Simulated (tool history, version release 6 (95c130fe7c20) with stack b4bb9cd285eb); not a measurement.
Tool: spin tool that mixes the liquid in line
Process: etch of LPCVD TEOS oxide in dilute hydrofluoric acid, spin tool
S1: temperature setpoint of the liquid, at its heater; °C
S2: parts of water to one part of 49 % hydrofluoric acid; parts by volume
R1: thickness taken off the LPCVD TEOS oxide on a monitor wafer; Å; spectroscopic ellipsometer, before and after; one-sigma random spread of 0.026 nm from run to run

run 1 day=0 | S1=22 S2=145 time_under_the_liquid_(s)=15 | R1=27.009
run 2 day=0.312 | S1=18.5 S2=145 time_under_the_liquid_(s)=15 | R1=23.375
run 3 day=0.558 | S1=22 S2=140 time_under_the_liquid_(s)=15 | R1=27.935
run 4 day=0.596 | S1=22 S2=140 time_under_the_liquid_(s)=15 | R1=28.246
run 5 day=0.808 | S1=19.5 S2=140 time_under_the_liquid_(s)=15 | R1=25.458
run 6 day=1.096 | S1=19.5 S2=140 time_under_the_liquid_(s)=15 | R1=25.446
run 7 day=1.292 | S1=22.5 S2=135 time_under_the_liquid_(s)=15 | R1=29.847
run 8 day=1.396 | S1=24.5 S2=130 time_under_the_liquid_(s)=15 | R1=33.754
run 9 day=1.688 | S1=26 S2=130 time_under_the_liquid_(s)=15 | R1=35.793

What does the tool deliver on the next run?
run 10 day=1.842 | S1=27 S2=130 time_under_the_liquid_(s)=15 | R1=?

Run 10 yielded R1 36.924 Å.
